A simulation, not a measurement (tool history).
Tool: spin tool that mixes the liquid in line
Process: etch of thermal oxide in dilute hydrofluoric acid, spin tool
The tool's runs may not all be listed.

| run | hour | temperature setpoint of the liquid (°C) | parts of water to one part of 49 % hydrofluoric acid (parts by volume) | time under the liquid (s) | thickness taken off the thermal oxide on a monitor wafer (Å) |
|---|---|---|---|---|---|
| 1 | 0.0 | 25.0 | 230 | 65 | 11.0060 |
| 2 | 5.1 | 25.0 | 185 | 65 | 14.1420 |
| 3 | 12.2 | 25.0 | 265 | 65 | 8.8703 |
| 4 | 16.3 | 26.5 | 250 | 65 | 10.2680 |
| 5 | 21.7 | 27.5 | 240 | 65 | 11.3830 |
| 6 | 24.9 | 28.5 | 235 | 65 | 12.1630 |

Run 7 has not been measured yet. What should we expect?
| 7 | 26.2 | 29.5 | 230 | 65 | ? |

Logged for run 7: thickness taken off the thermal oxide on a monitor wafer (Å) 12.9520.
